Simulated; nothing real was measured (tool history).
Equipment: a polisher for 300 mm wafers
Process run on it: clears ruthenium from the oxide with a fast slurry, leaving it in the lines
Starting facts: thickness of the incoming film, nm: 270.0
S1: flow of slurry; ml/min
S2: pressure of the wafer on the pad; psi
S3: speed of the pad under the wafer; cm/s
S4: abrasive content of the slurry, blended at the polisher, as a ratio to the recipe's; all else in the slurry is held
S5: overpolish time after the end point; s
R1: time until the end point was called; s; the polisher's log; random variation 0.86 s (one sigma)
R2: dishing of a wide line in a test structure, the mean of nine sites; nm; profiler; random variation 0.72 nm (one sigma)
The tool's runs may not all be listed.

run  hour   S1   S2   S3   S4  S5      R1      R2
  1   0.0  250  2.0  130  1.0  27  75.730  60.956
  2   5.9  250  2.0  130  1.1  27  73.860  63.449
  3  10.6  250  2.0  130  1.1  26  70.995  63.198
  4  17.8  190  2.0  130  1.1  26  76.437  59.611
  5  25.1  190  2.3  130  1.1  26  65.585  64.334
  6  30.9  190  2.2  130  1.1  25  68.635  61.888
  7  32.0  190  2.2  130  1.1  24  67.907  59.391
  8  33.0  190  2.2  130  1.1  23  68.292  57.081

Estimate the outcome of run 9 from the log above:
  9  34.3  185  2.0  130  1.1  22   ?   ?

Logged for run 9: R1 75.605 s, R2 52.721 nm.
